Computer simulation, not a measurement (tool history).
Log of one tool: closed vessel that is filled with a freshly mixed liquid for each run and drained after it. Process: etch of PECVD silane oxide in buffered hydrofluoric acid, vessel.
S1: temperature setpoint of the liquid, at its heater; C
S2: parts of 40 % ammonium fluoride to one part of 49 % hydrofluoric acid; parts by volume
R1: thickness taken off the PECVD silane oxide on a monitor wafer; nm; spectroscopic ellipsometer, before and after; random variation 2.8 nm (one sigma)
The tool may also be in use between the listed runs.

run 1 hour=0 | S1=24 S2=20.5 time_in_the_liquid_(s)=85 | R1=187.91
run 2 hour=4.4 | S1=25.5 S2=20 time_in_the_liquid_(s)=85 | R1=205.56
run 3 hour=12.7 | S1=22.5 S2=20 time_in_the_liquid_(s)=85 | R1=176.54
run 4 hour=15.4 | S1=22.5 S2=20 time_in_the_liquid_(s)=85 | R1=174.77
run 5 hour=16.8 | S1=26 S2=20 time_in_the_liquid_(s)=85 | R1=214.83
run 6 hour=25.7 | S1=27.5 S2=19.5 time_in_the_liquid_(s)=85 | R1=238.32
run 7 hour=31.9 | S1=28.5 S2=19.5 time_in_the_liquid_(s)=85 | R1=246.52
run 8 hour=35.3 | S1=29.5 S2=19 time_in_the_liquid_(s)=85 | R1=268.52
run 9 hour=36.2 | S1=30 S2=19 time_in_the_liquid_(s)=85 | R1=272.96
run 10 hour=43.7 | S1=30.5 S2=18.5 time_in_the_liquid_(s)=85 | R1=289.3

Run 11 comes next. What will it give?
run 11 hour=49.6 | S1=31 S2=18.5 time_in_the_liquid_(s)=85 | R1=?

Run 11 gave R1 295.92 nm.
